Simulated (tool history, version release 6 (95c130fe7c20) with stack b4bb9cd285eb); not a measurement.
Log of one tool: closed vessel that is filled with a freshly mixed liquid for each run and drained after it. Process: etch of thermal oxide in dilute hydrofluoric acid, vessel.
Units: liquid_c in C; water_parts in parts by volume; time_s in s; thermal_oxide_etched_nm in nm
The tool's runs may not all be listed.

run 1 day=0 | liquid_c=24 water_parts=100 time_s=295 | thermal_oxide_etched_nm=13.011
run 2 day=0.338 | liquid_c=24 water_parts=100 time_s=320 | thermal_oxide_etched_nm=14.131
run 3 day=0.479 | liquid_c=22.5 water_parts=100 time_s=320 | thermal_oxide_etched_nm=13.517
run 4 day=0.612 | liquid_c=22.5 water_parts=70 time_s=320 | thermal_oxide_etched_nm=19.821
run 5 day=0.946 | liquid_c=19.5 water_parts=70 time_s=320 | thermal_oxide_etched_nm=17.479
run 6 day=1.221 | liquid_c=19 water_parts=80 time_s=320 | thermal_oxide_etched_nm=14.653
run 7 day=1.312 | liquid_c=18.5 water_parts=85 time_s=320 | thermal_oxide_etched_nm=13.36
run 8 day=1.621 | liquid_c=18 water_parts=90 time_s=320 | thermal_oxide_etched_nm=12.572
run 9 day=1.738 | liquid_c=18 water_parts=95 time_s=320 | thermal_oxide_etched_nm=11.769

Forecast run 10:
run 10 day=2.108 | liquid_c=18 water_parts=100 time_s=320 | thermal_oxide_etched_nm=?

thermal_oxide_etched_nm: 11.009 nm

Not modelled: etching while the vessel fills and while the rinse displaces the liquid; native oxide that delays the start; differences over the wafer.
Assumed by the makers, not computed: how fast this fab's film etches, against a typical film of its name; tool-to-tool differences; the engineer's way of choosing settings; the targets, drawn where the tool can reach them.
